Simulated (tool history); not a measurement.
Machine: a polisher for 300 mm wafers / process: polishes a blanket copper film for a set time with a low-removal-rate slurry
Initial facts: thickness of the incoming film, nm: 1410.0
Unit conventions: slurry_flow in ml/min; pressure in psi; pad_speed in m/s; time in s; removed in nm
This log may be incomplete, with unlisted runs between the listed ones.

run 1 hour=0.0 | slurry_flow=170 pressure=3.0 pad_speed=1.04 slurry_solids=1.0 time=100 | removed=339.21
run 2 hour=1.8 | slurry_flow=190 pressure=3.0 pad_speed=1.04 slurry_solids=1.0 time=100 | removed=335.59
run 3 hour=8.5 | slurry_flow=190 pressure=2.9 pad_speed=1.04 slurry_solids=1.0 time=100 | removed=331.18
run 4 hour=16.6 | slurry_flow=190 pressure=2.8 pad_speed=1.04 slurry_solids=1.0 time=100 | removed=329.99
run 5 hour=23.9 | slurry_flow=190 pressure=2.8 pad_speed=1.04 slurry_solids=1.0 time=100 | removed=329.57
run 6 hour=25.7 | slurry_flow=190 pressure=2.7 pad_speed=1.04 slurry_solids=1.0 time=100 | removed=325.33

What will run 7 give?
run 7 hour=33.4 | slurry_flow=190 pressure=2.7 pad_speed=1.04 slurry_solids=1.0 time=100 | removed=?

removed: 321.04 nm

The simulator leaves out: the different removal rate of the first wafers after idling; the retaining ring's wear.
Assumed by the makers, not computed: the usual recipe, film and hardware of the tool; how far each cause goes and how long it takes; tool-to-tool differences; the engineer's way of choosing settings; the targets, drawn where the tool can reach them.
